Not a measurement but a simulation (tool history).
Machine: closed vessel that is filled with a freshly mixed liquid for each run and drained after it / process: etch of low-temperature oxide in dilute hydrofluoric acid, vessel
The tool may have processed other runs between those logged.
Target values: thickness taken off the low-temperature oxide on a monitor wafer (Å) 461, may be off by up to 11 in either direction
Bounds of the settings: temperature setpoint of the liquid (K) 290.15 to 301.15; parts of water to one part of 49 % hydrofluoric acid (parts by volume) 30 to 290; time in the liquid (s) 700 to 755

run,hour,temperature setpoint of the liquid (K),parts of water to one part of 49 % hydrofluoric acid (parts by volume),time in the liquid (s),thickness taken off the low-temperature oxide on a monitor wafer (Å)
1,0,293.15,160,700,639.73
2,7.6,292.65,165,700,603.34
3,14,292.65,125,700,826.67
4,16.2,292.15,130,700,774.06
5,23.9,292.15,130,755,831.08
6,28,292.15,140,755,768.29
7,31,292.15,145,755,730.83
8,32.1,292.15,150,755,712.76
9,39.3,292.15,150,755,709.51
10,45.2,292.15,155,755,688.54
11,54.2,292.15,160,755,657
12,58.5,292.15,165,755,639.41
13,61.6,292.15,170,755,616.58
14,63,292.15,175,755,598.12

Consider the 4 candidate settings below. Which is the only one whose results all fall within their allowed miss of target?
A,64.4,294.15,140,740,?
B,64.4,291.15,175,705,?
C,64.4,295.65,225,700,?
D,64.4,294.15,125,735,?

move,thickness taken off the low-temperature oxide on a monitor wafer (Å)
A,810.36
B,528.86
C,462.3
D,916.35
A: its largest miss is bigger than the last run's
B: closes in on the targets versus the last run, not all within tolerance yet
C: each result inside its tolerance
D: its largest miss is bigger than the last run's
So the answer is move C, the one that meets all the targets.
